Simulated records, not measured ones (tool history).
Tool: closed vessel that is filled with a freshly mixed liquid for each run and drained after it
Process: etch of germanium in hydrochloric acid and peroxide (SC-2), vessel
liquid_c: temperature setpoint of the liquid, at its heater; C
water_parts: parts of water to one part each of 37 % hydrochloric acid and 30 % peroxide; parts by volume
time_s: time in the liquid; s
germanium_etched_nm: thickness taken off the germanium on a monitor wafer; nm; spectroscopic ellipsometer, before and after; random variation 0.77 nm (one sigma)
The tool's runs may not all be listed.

run,hour,liquid_c,water_parts,time_s,germanium_etched_nm
1,0,50,6,85,183.07
2,0.6,50.5,6,85,184.82
3,1.1,47.5,6,85,168.86
4,8,47.5,6,95,188.06
5,15.2,48,6,95,190.04
6,23.8,48,6,85,171.91
7,24.7,49,6,85,176.35

Run 8 comes next. What will it give?
8,30.3,49.5,6,85,?

{"run 8": {"germanium_etched_nm": 179.81}}
